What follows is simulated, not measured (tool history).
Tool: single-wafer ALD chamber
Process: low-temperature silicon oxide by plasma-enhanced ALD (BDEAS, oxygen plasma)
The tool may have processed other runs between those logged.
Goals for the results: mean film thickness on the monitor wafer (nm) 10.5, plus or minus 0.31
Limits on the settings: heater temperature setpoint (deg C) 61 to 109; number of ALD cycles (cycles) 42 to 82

run	hour	heater temperature setpoint (deg C)	number of ALD cycles (cycles)	mean film thickness on the monitor wafer (nm)
1	0	85	62	8.846
2	1.8	85	58	8.2965
3	5.3	96	58	7.8644
4	12.4	92	61	8.4808
5	16.3	92	57	7.9856
6	23	88	60	8.3993
7	24.7	85	63	9.0066
8	32.4	83	65	9.3657

Which one of the following 5 next-run settings gets every result inside its allowed miss? There is exactly one.
A	40.1	79	56	?
B	40.1	84	56	?
C	40.1	89	62	?
D	40.1	81	61	?
E	40.1	80	72	?

move	mean film thickness on the monitor wafer (nm)
A	8.1901
B	8.0339
C	8.7217
D	8.8533
E	10.49
A: the biggest miss grows against the last run
B: the biggest miss grows against the last run
C: the biggest miss grows against the last run
D: the biggest miss grows against the last run
E: every result within its allowed miss
Move E is the one to make.
